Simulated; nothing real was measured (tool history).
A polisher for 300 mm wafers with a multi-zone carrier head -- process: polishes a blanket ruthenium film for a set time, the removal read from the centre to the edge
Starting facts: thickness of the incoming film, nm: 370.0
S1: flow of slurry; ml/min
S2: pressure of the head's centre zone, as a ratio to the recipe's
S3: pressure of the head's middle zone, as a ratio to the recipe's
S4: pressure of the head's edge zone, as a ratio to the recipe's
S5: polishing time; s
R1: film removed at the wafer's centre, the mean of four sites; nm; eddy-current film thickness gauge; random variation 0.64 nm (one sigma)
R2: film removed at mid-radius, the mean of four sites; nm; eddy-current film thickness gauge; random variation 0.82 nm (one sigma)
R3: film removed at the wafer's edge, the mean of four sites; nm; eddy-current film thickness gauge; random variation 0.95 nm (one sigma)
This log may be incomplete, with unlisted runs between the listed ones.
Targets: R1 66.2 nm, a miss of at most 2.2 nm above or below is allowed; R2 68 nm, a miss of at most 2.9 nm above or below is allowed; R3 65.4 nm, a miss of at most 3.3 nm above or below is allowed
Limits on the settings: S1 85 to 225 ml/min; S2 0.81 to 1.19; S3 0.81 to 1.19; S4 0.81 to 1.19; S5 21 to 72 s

run	hour	S1	S2	S3	S4	S5	R1	R2	R3
1	0	145	1	1	1	46	52.195	48.653	47.391
2	8.8	145	1	1	0.96	46	53.696	46.949	45.297
3	17.6	145	1	1.04	0.96	46	53.034	50.475	45.999
4	26.6	155	1.02	1.05	1.01	48	57.082	52.231	49.661
5	29.5	155	1.02	1.05	1.01	37	44.239	39.672	37.446
6	31.5	150	1.02	1.06	1.04	42	49.04	46.133	43.474
7	34.7	150	1.02	1.07	1.07	45	52.203	50.74	47.501
8	41	155	1.02	1.07	1.09	48	55.374	52.373	51.345
9	46.1	150	1.02	1.08	1.1	50	58.978	55.128	54.509
10	47.3	150	1.01	1.1	1.11	52	60.356	59.185	56.635
11	49.1	155	1.01	1.11	1.13	53	62.522	60.589	56.029
12	51.2	140	1.01	1.12	1.14	54	60.73	60.204	58.423
13	57.2	145	1	1.12	1.15	55	63.438	62.098	59.815
14	61.2	140	0.99	1.13	1.16	56	62.292	64.331	61.402
15	67.7	140	0.99	1.13	1.17	57	64.828	64.86	61.808

Which one of the following 5 next-run settings gets every result inside its allowed miss? There is exactly one.
A	74.2	160	1.07	1.16	1.14	53	?	?	?
B	74.2	145	0.95	1.1	1.14	60	?	?	?
C	74.2	85	0.81	0.88	1.19	70	?	?	?
D	74.2	195	1.04	1.18	1.12	52	?	?	?
E	74.2	105	0.91	1.04	1.19	61	?	?	?

move	R1	R2	R3
A	66.826	62.405	58.636
B	66.271	66.98	65.883
C	61.157	61.656	75.136
D	65.358	63.489	57.99
E	61.725	62.674	66.516
A: misses by more than the last run did
B: each result inside its tolerance
C: pushes the last run's worst result past its target
D: misses by more than the last run did
E: corrects the largest miss of the last run, while another result sits out of spec
The right move is B.
